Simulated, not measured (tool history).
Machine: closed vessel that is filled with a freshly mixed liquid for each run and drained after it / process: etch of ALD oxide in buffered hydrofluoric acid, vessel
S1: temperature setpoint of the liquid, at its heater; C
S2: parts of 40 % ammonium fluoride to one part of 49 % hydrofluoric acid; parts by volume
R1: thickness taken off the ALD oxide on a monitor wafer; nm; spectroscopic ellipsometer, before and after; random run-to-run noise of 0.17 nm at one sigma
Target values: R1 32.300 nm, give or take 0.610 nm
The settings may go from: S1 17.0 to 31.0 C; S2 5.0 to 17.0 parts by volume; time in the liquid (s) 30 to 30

run 1 hour=0.0 | S1=23.0 S2=10.5 time_in_the_liquid_(s)=30 | R1=66.618
run 2 hour=6.3 | S1=23.0 S2=10.5 time_in_the_liquid_(s)=30 | R1=66.299
run 3 hour=13.4 | S1=26.0 S2=10.5 time_in_the_liquid_(s)=30 | R1=77.767
run 4 hour=20.4 | S1=26.0 S2=10.5 time_in_the_liquid_(s)=30 | R1=78.057
run 5 hour=29.0 | S1=26.0 S2=10.5 time_in_the_liquid_(s)=30 | R1=78.412
run 6 hour=33.9 | S1=26.0 S2=10.5 time_in_the_liquid_(s)=30 | R1=78.058
run 7 hour=39.6 | S1=22.0 S2=13.5 time_in_the_liquid_(s)=30 | R1=49.096
run 8 hour=45.2 | S1=20.5 S2=14.0 time_in_the_liquid_(s)=30 | R1=43.819
run 9 hour=48.3 | S1=19.5 S2=14.5 time_in_the_liquid_(s)=30 | R1=40.048

Exercise: of the 4 proposed moves below, exactly one satisfies all targets within the stated allowed misses. Which move is it?
run A hour=51.4 | S1=18.5 S2=17.0 time_in_the_liquid_(s)=30 | R1=?
run B hour=51.4 | S1=20.5 S2=17.0 time_in_the_liquid_(s)=30 | R1=?
run C hour=51.4 | S1=22.0 S2=12.0 time_in_the_liquid_(s)=30 | R1=?
run D hour=51.4 | S1=17.5 S2=15.5 time_in_the_liquid_(s)=30 | R1=?

move=A R1=32.591
move=B R1=36.474
move=C R1=55.818
move=D R1=33.726
A: all results land within tolerance of their targets
B: better than the last run, though not everything is in spec
C: its largest miss is bigger than the last run's
D: better than the last run, though not everything is in spec
So the answer is move A, the one that meets all the targets.
